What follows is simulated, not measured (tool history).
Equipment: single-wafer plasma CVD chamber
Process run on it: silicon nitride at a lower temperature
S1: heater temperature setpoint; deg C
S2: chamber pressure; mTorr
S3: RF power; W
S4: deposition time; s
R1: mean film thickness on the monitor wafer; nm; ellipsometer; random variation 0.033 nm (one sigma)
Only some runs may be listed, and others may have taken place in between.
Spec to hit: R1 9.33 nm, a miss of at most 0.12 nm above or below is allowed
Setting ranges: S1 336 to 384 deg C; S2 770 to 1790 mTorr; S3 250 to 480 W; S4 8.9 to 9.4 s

run  hour   S1    S2   S3   S4      R1
  1     0  360  1280  365  9.4  11.059
  2   3.4  360  1140  355  9.4  10.663
  3   7.3  360  1140  355  8.9  10.054
  4  15.7  360  1040  355  8.9  9.8246
  5  21.3  360   980  355  8.9  9.7363
  6  28.6  360   980  355  8.9  9.7166
  7    34  360   930  355  8.9  9.6164
  8  34.9  360   890  355  8.9  9.5679
  9  36.7  360   860  355  8.9  9.4695

Below are 4 possible settings for the next run. Only one of them brings all results inside the allowed miss of their targets. Which is it?
  A  38.5  365  780  330  9.1   ?
  B  38.5  354  780  335    9   ?
  C  38.5  361  770  345  9.1   ?
  D  38.5  370  770  380    9   ?

move      R1
   A  9.1685
   B  9.1789
   C   9.382
   D  9.7415
A: takes the result that was furthest off past its target
B: takes the result that was furthest off past its target
C: hits every target within its allowed miss
D: moves away from the targets compared with the last run
C meets every target.

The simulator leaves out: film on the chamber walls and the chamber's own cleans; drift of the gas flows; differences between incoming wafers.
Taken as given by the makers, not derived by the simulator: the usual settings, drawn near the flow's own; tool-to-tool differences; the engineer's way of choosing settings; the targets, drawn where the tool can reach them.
